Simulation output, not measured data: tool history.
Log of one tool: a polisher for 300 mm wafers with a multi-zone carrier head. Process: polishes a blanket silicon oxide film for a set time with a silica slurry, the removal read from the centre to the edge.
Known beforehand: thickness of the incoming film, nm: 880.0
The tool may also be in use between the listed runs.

run  hour  flow of slurry (ml/min)  pressure of the head's centre zone  pressure of the head's middle zone  pressure of the head's edge zone  abrasive content of the slurry  polishing time (s)  film removed at the wafer's centre (nm)  film removed at mid-radius (nm)  film removed at the wafer's edge (nm)
  1   0.0                      130                                1.00                                1.00                              1.00                             1.0                  47                                   123.29                           120.72                                 123.79
  2   7.3                      125                                0.99                                1.04                              0.96                             1.0                  47                                   120.11                           124.44                                 121.40
  3   8.5                      120                                0.98                                1.07                              0.92                             1.0                  47                                   119.70                           126.58                                 114.59
  4  12.6                      115                                0.97                                1.08                              0.92                             1.0                  47                                   117.64                           127.30                                 117.93
  5  21.0                      110                                0.96                                1.09                              0.90                             1.0                  47                                   114.22                           128.81                                 116.76
  6  25.8                      110                                0.96                                1.09                              0.90                             1.0                  43                                   106.88                           116.27                                 103.72
  7  29.8                      115                                0.95                                1.11                              0.91                             1.0                  43                                   103.16                           118.50                                 105.88
  8  34.8                      120                                0.96                                1.12                              0.91                             1.0                  43                                   109.07                           121.19                                 106.50

Run 9, settings as shown, results not yet in. Your forecast:
  9  41.9                      120                                0.96                                1.13                              0.92                             1.0                  43                                        ?                                ?                                      ?

film removed at the wafer's centre (nm): 106.45
film removed at mid-radius (nm): 122.07
film removed at the wafer's edge (nm): 106.87
